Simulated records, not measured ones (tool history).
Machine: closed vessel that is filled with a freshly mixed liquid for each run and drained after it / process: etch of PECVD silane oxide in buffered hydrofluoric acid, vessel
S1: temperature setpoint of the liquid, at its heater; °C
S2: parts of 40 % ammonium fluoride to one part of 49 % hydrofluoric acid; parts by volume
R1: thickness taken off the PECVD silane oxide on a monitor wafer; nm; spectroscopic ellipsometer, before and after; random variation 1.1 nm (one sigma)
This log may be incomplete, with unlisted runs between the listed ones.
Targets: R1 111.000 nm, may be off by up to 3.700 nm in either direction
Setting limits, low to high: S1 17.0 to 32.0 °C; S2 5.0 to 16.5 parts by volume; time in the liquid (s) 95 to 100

{"run": 1, "hour": 0.0, "S1": 24.0, "S2": 10.0, "time in the liquid (s)": 95, "R1": 120.9}
{"run": 2, "hour": 7.8, "S1": 24.0, "S2": 10.0, "time in the liquid (s)": 95, "R1": 119.8}
{"run": 3, "hour": 12.5, "S1": 24.0, "S2": 12.0, "time in the liquid (s)": 95, "R1": 101.55}
{"run": 4, "hour": 16.8, "S1": 24.0, "S2": 9.5, "time in the liquid (s)": 95, "R1": 125.45}
{"run": 5, "hour": 21.9, "S1": 24.0, "S2": 9.5, "time in the liquid (s)": 100, "R1": 132.37}
{"run": 6, "hour": 23.6, "S1": 23.5, "S2": 9.5, "time in the liquid (s)": 100, "R1": 128.9}
{"hour": 26.6, "done": "hydrofluoric acid flow meter replaced"}
{"run": 7, "hour": 26.6, "S1": 23.0, "S2": 9.5, "time in the liquid (s)": 100, "R1": 138.09}
{"run": 8, "hour": 33.1, "S1": 19.0, "S2": 11.0, "time in the liquid (s)": 100, "R1": 97.154}
{"run": 9, "hour": 41.2, "S1": 19.5, "S2": 11.0, "time in the liquid (s)": 100, "R1": 100.62}
{"run": 10, "hour": 44.0, "S1": 20.0, "S2": 11.0, "time in the liquid (s)": 100, "R1": 102.9}

Consider the 4 candidate settings below. Which is the only one whose results all fall within their allowed miss of target?
{"run": "A", "hour": 46.8, "S1": 19.0, "S2": 11.0, "time in the liquid (s)": 95, "R1": "?"}
{"run": "B", "hour": 46.8, "S1": 20.0, "S2": 10.5, "time in the liquid (s)": 95, "R1": "?"}
{"run": "C", "hour": 46.8, "S1": 20.5, "S2": 10.5, "time in the liquid (s)": 100, "R1": "?"}
{"run": "D", "hour": 46.8, "S1": 26.0, "S2": 12.0, "time in the liquid (s)": 95, "R1": "?"}

move=A R1=90.179
move=B R1=99.817
move=C R1=108.050
move=D R1=121.820
A: the biggest miss grows against the last run
B: the biggest miss grows against the last run
C: every result within its allowed miss
D: takes the biggest miss from the last run beyond its target
Go with C: it meets all targets.
